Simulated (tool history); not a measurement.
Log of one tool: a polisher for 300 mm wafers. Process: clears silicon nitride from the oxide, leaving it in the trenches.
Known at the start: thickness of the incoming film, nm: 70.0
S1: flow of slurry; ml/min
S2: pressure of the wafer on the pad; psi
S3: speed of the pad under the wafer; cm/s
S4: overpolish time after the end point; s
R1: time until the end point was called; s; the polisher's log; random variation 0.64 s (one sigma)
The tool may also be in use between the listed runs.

Run 1, hour 0: S1 235 ml/min, S2 1.9 psi, S3 96 cm/s, S4 13 s. Result: R1 123.31 s.
Run 2, hour 5.7: S1 235 ml/min, S2 1.9 psi, S3 86 cm/s, S4 13 s. Result: R1 136.25 s.
Run 3, hour 7: S1 235 ml/min, S2 1.9 psi, S3 74 cm/s, S4 13 s. Result: R1 160.4 s.
Run 4, hour 9.4: S1 235 ml/min, S2 1.9 psi, S3 74 cm/s, S4 14 s. Result: R1 159.19 s.
Run 5, hour 13.4: S1 235 ml/min, S2 1.5 psi, S3 74 cm/s, S4 14 s. Result: R1 200.52 s.
Run 6, hour 21.5: S1 240 ml/min, S2 1.8 psi, S3 76 cm/s, S4 14 s. Result: R1 162.08 s.
Run 7, hour 25.5: S1 255 ml/min, S2 2.1 psi, S3 76 cm/s, S4 14 s. Result: R1 139.23 s.
Run 8, hour 34.5: S1 255 ml/min, S2 2.3 psi, S3 78 cm/s, S4 14 s. Result: R1 124.81 s.
Run 9, hour 39: S1 255 ml/min, S2 2.5 psi, S3 82 cm/s, S4 14 s. Result: R1 109.01 s.
Run 10, hour 40.2: S1 255 ml/min, S2 2.6 psi, S3 84 cm/s, S4 14 s. Result: R1 101.85 s.
Run 11, hour 43.1: S1 260 ml/min, S2 2.7 psi, S3 86 cm/s, S4 14 s. Result: R1 96.235 s.
Run 12, hour 46.2: S1 260 ml/min, S2 2.8 psi, S3 88 cm/s, S4 14 s. Result: R1 91.31 s.
Run 13, hour 53.2: S1 260 ml/min, S2 2.8 psi, S3 88 cm/s, S4 14 s. Result: R1 90.386 s.
Run 14, hour 56.7: S1 260 ml/min, S2 2.8 psi, S3 90 cm/s, S4 14 s. Result: R1 88.808 s.
Run 15, hour 59.9: S1 260 ml/min, S2 2.8 psi, S3 90 cm/s, S4 14 s. Result: R1 89.228 s.
Run 16, hour 67.1: S1 260 ml/min, S2 2.8 psi, S3 92 cm/s, S4 14 s. Result: R1 87.748 s.

Run 17 comes next. What will it give?
Run 17, hour 73.8: S1 260 ml/min, S2 2.8 psi, S3 94 cm/s, S4 14 s. Result: R1 ?.

Run 17 gave R1 84.453 s.
